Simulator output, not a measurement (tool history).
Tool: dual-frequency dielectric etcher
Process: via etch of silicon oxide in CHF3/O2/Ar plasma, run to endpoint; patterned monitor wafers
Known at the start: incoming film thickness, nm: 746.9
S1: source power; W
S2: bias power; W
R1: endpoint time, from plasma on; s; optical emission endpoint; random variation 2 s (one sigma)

run 1 hour=0.0 | S1=810 S2=194 | R1=308.01
run 2 hour=6.3 | S1=890 S2=201 | R1=291.42
run 3 hour=14.2 | S1=890 S2=185 | R1=298.21
run 4 hour=15.5 | S1=890 S2=155 | R1=314.82
run 5 hour=19.0 | S1=890 S2=137 | R1=324.34
run 6 hour=21.2 | S1=1010 S2=137 | R1=309.76

Run 7 comes next. What will it give?
run 7 hour=22.6 | S1=1050 S2=157 | R1=?

R1: 292.49 s

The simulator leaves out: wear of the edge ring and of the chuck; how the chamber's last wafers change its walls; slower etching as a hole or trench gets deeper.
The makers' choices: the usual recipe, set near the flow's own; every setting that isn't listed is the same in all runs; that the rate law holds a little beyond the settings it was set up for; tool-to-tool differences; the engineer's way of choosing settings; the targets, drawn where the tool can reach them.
